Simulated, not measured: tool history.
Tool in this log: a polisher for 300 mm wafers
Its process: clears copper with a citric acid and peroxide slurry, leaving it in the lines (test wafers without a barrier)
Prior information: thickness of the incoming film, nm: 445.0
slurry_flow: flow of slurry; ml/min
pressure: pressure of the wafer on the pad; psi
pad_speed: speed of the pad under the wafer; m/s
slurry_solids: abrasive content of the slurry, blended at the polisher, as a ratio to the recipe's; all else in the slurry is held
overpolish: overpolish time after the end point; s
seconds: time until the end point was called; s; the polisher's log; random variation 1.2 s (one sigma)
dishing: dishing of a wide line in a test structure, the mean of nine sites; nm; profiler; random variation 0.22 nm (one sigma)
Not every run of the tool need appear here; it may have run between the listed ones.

| run | hour | slurry_flow | pressure | pad_speed | slurry_solids | overpolish | seconds | dishing |
|---|---|---|---|---|---|---|---|---|
| 1 | 0.0 | 295 | 3.1 | 1.38 | 1.0 | 10 | 153.29 | 19.013 |
| 2 | 3.7 | 295 | 3.2 | 1.38 | 1.0 | 10 | 151.65 | 19.238 |
| 3 | 12.2 | 295 | 3.2 | 1.38 | 0.8 | 10 | 157.44 | 18.533 |
| 4 | 18.1 | 295 | 2.7 | 1.38 | 0.8 | 10 | 174.43 | 17.014 |
| 5 | 22.1 | 295 | 2.7 | 1.38 | 1.0 | 10 | 167.75 | 17.554 |
| 6 | 26.1 | 295 | 2.9 | 1.38 | 1.0 | 9 | 155.79 | 16.832 |
| 7 | 28.9 | 295 | 3.1 | 1.38 | 1.0 | 9 | 151.44 | 17.722 |
| 8 | 37.7 | 295 | 3.2 | 1.38 | 1.0 | 9 | 150.43 | 18.201 |
| 9 | 38.8 | 295 | 3.4 | 1.40 | 1.0 | 8 | 138.65 | 17.079 |

Forecast run 10:
| 10 | 47.3 | 295 | 3.5 | 1.40 | 1.0 | 8 | ? | ? |

Run 10 measured seconds 138.00 s, dishing 17.348 nm.
